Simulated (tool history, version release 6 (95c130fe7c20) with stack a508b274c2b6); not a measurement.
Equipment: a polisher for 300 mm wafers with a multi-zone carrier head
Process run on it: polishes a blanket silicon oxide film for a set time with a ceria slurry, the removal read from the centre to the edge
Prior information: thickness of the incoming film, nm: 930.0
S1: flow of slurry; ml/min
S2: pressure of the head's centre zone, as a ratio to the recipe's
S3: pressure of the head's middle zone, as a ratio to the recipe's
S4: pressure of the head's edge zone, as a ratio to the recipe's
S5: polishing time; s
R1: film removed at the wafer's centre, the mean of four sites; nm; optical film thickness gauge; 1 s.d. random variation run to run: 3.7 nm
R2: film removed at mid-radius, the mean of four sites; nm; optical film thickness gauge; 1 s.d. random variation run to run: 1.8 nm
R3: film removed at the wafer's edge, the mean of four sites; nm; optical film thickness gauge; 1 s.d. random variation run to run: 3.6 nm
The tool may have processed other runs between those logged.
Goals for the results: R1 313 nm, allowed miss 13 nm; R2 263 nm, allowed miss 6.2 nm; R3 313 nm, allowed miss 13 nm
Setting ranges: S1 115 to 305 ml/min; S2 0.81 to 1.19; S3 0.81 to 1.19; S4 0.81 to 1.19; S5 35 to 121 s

run,hour,S1,S2,S3,S4,S5,R1,R2,R3
1,0,195,1,1,1,78,226.26,217.18,223.83
2,6,195,1,0.95,1,78,226.42,205.35,222.11
3,8.6,195,1,0.91,1,78,225.59,201.09,222.02
4,15,225,1,0.91,1,78,229.82,205.9,226.47
5,22.4,225,1.01,0.91,1.02,81,236.42,212.99,239.22
6,26.5,225,1.04,0.91,1.02,81,246.57,210.29,239.04
7,35.3,230,1.05,0.93,1.04,83,258.69,222.43,243.65
8,42.9,230,1.05,0.92,1.05,85,263.16,224.09,255.6
9,48.6,235,1.06,0.93,1.07,86,268.48,232.56,262.81
10,52.4,240,1.07,0.93,1.09,87,278.85,235.32,269.06
11,59,240,1.07,0.93,1.09,87,272.6,232.51,271.66
12,62.6,245,1.08,0.94,1.1,88,283.7,238.13,273.1

Next run, 5 choices. One meets every target within its allowed miss, the rest don't. Which?
A,66.2,230,1.15,0.81,1.18,97,?,?,?
B,66.2,200,1.08,0.92,1.17,101,?,?,?
C,66.2,250,1.07,0.85,1.13,83,?,?,?
D,66.2,265,1.16,0.9,1.09,88,?,?,?
E,66.2,245,0.91,0.94,1.19,95,?,?,?

move,R1,R2,R3
A,326.1,230.31,298.89
B,311.31,260.68,304.63
C,262.99,207.53,252.89
D,305.17,232.35,265.25
E,255.06,257.68,295.33
A: lands further from the targets than the last run did
B: each result inside its tolerance
C: lands further from the targets than the last run did
D: lands further from the targets than the last run did
E: gets the furthest-off result to its target, but another result is out of tolerance
The move that meets every target is B.

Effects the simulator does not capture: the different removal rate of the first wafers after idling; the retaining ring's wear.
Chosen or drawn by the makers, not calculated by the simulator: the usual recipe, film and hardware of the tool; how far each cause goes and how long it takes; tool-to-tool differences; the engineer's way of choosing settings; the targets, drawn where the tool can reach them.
